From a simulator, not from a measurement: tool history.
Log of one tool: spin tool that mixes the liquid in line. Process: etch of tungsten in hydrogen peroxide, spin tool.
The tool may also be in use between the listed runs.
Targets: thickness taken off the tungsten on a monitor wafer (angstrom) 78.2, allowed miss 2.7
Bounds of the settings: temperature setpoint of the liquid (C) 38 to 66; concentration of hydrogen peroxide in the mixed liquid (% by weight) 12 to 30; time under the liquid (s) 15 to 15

run	hour	temperature setpoint of the liquid (C)	concentration of hydrogen peroxide in the mixed liquid (% by weight)	time under the liquid (s)	thickness taken off the tungsten on a monitor wafer (angstrom)
1	0	54	21	15	156.29
2	4.7	51.5	21	15	133.78
3	10.9	49.5	21	15	117.77
4	14.2	49.5	21	15	115.66
5	18.9	55	21	15	163.36
# hour 20.3: heated supply line repaired
6	20.3	59.5	21	15	261.77
7	26.9	56	21	15	211.34
8	32.4	53.5	21	15	183.6

Which of these 4 next moves meets every target?
A	37.9	39	20	15	?
B	37.9	40	17	15	?
C	37.9	41.5	17	15	?
D	37.9	39	20.5	15	?

move	thickness taken off the tungsten on a monitor wafer (angstrom)
A	72.285
B	71.141
C	78.4
D	73.183
A: takes the result that was furthest off past its target
B: takes the result that was furthest off past its target
C: meets every target
D: takes the result that was furthest off past its target
The right move is C.
